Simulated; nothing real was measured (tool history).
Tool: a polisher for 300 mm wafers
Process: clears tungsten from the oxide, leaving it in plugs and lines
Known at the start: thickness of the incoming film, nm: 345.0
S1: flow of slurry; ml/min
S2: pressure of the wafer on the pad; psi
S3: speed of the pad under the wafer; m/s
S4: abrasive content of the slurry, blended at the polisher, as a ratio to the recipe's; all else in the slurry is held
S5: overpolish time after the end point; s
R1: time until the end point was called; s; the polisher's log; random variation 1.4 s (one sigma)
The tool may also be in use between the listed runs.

| run | hour | S1 | S2 | S3 | S4 | S5 | R1 |
|---|---|---|---|---|---|---|---|
| 1 | 0.0 | 275 | 2.7 | 1.14 | 1.0 | 20 | 102.380 |
| 2 | 2.6 | 235 | 2.7 | 1.14 | 1.0 | 20 | 108.550 |
| 3 | 3.3 | 245 | 2.9 | 1.16 | 1.0 | 20 | 100.510 |
| 4 | 5.9 | 245 | 2.9 | 1.16 | 0.8 | 20 | 103.570 |
| 5 | 13.0 | 250 | 3.1 | 1.18 | 0.8 | 20 | 96.252 |
| 6 | 21.9 | 255 | 3.3 | 1.20 | 0.8 | 20 | 88.467 |

Run 7 comes next. What will it give?
| 7 | 29.1 | 260 | 3.4 | 1.20 | 0.8 | 20 | ? |

Run 7 gave R1 85.274 s.

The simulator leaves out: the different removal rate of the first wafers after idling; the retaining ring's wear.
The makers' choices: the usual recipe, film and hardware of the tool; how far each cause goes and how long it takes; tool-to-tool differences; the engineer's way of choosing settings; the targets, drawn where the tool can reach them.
